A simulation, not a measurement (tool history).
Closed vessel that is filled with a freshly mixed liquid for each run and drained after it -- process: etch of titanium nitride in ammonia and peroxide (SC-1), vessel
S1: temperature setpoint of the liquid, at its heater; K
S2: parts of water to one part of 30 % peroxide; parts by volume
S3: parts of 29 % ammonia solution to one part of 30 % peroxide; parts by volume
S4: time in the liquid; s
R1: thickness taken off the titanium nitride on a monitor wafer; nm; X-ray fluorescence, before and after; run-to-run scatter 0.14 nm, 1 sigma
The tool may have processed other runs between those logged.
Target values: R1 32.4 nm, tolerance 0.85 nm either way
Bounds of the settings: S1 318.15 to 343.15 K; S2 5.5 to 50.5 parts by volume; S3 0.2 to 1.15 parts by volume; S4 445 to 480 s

run,hour,S1,S2,S3,S4,R1
1,0,334.15,28,0.65,445,25.111
2,5.2,334.15,35,0.65,445,21.937
3,10,335.15,35,0.65,445,23.589
4,11,335.65,35,0.65,445,24.297
5,11.9,336.15,35,0.65,445,24.981
6,18,336.15,35,0.65,480,27.041
7,25.2,336.65,35,0.65,480,28.076
8,29.5,337.15,35,0.65,480,28.877
9,32.9,337.15,35,0.65,480,28.59
10,33.9,337.65,35,0.65,480,29.869

Next run, 4 choices. One meets every target within its allowed miss, the rest don't. Which?
A,34.9,339.65,33.5,0.6,480,?
B,34.9,338.15,27.5,0.55,480,?
C,34.9,338.65,34.5,0.7,480,?
D,34.9,342.15,38,0.5,470,?

move,R1
A,34.031
B,34.067
C,32.34
D,35.002
A: pushes the last run's worst result past its target
B: pushes the last run's worst result past its target
C: all results in spec
D: pushes the last run's worst result past its target
C meets every target.
